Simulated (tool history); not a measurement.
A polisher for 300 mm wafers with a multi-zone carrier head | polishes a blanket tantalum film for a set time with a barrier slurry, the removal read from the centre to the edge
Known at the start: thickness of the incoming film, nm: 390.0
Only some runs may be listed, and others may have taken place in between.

run,hour,flow of slurry (ml/min),pressure of the head's centre zone,pressure of the head's middle zone,pressure of the head's edge zone,abrasive content of the slurry,polishing time (s),film removed at the wafer's centre (nm),film removed at mid-radius (nm),film removed at the wafer's edge (nm)
1,0,280,1,1,1,1,81,140.53,140.79,135.74
2,5.8,280,1,1,1.04,1,81,137.3,141.29,137.38
3,14,275,1,0.99,1.01,0.95,81,139.13,137.2,136.04
4,21.1,275,1.05,0.99,1.01,0.95,81,145.28,136.72,135.34
5,29.7,275,1.05,0.99,1.01,0.95,64,113.35,106.62,107.65
6,34.7,280,1.07,1.01,1.04,1,64,117.04,111.29,111.55
7,38.4,290,1.09,1.03,1.06,1.05,64,118.99,116.1,113.47

Run 8 is up next; what results do you expect?
8,44,320,1.17,1.05,1.15,1.2,65,?,?,?

{"run 8": {"film removed at the wafer's centre (nm)": 139.26, "film removed at mid-radius (nm)": 124.93, "film removed at the wafer's edge (nm)": 125.77}}

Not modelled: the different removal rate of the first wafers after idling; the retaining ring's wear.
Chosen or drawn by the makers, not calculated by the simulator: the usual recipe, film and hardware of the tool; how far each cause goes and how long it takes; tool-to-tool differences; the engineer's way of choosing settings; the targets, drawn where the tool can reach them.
